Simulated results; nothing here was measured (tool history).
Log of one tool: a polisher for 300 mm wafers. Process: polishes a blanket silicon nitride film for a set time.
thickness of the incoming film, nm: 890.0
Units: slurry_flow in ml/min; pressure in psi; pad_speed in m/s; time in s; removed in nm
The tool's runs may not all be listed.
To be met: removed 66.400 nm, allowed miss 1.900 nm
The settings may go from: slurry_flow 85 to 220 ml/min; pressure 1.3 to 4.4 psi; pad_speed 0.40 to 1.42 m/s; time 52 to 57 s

run 1 hour=0.0 | slurry_flow=140 pressure=2.8 pad_speed=0.90 time=57 | removed=72.322
run 2 hour=4.5 | slurry_flow=155 pressure=2.8 pad_speed=0.90 time=57 | removed=74.161
run 3 hour=9.6 | slurry_flow=140 pressure=2.8 pad_speed=0.90 time=57 | removed=72.427
run 4 hour=15.9 | slurry_flow=140 pressure=3.5 pad_speed=0.90 time=57 | removed=90.412
run 5 hour=21.3 | slurry_flow=135 pressure=3.3 pad_speed=0.90 time=57 | removed=84.738
run 6 hour=29.6 | slurry_flow=130 pressure=3.2 pad_speed=0.90 time=57 | removed=81.407
run 7 hour=33.0 | slurry_flow=125 pressure=3.1 pad_speed=0.90 time=57 | removed=79.070
run 8 hour=39.3 | slurry_flow=115 pressure=2.5 pad_speed=0.90 time=57 | removed=62.552
run 9 hour=45.6 | slurry_flow=120 pressure=2.5 pad_speed=0.90 time=57 | removed=63.055
run 10 hour=51.2 | slurry_flow=125 pressure=2.5 pad_speed=0.90 time=57 | removed=64.381
run 11 hour=58.9 | slurry_flow=130 pressure=2.5 pad_speed=0.90 time=57 | removed=63.521

Which of these 5 next moves meets every target?
run A hour=66.6 | slurry_flow=160 pressure=2.5 pad_speed=0.76 time=57 | removed=?
run B hour=66.6 | slurry_flow=125 pressure=2.7 pad_speed=0.86 time=52 | removed=?
run C hour=66.6 | slurry_flow=105 pressure=2.2 pad_speed=1.06 time=56 | removed=?
run D hour=66.6 | slurry_flow=130 pressure=2.2 pad_speed=0.96 time=56 | removed=?
run E hour=66.6 | slurry_flow=130 pressure=1.8 pad_speed=1.42 time=56 | removed=?

move=A removed=58.054
move=B removed=60.557
move=C removed=61.279
move=D removed=58.828
move=E removed=66.388
A: further off than the last run
B: further off than the last run
C: further off than the last run
D: further off than the last run
E: meets every target
Move E is the one to make.
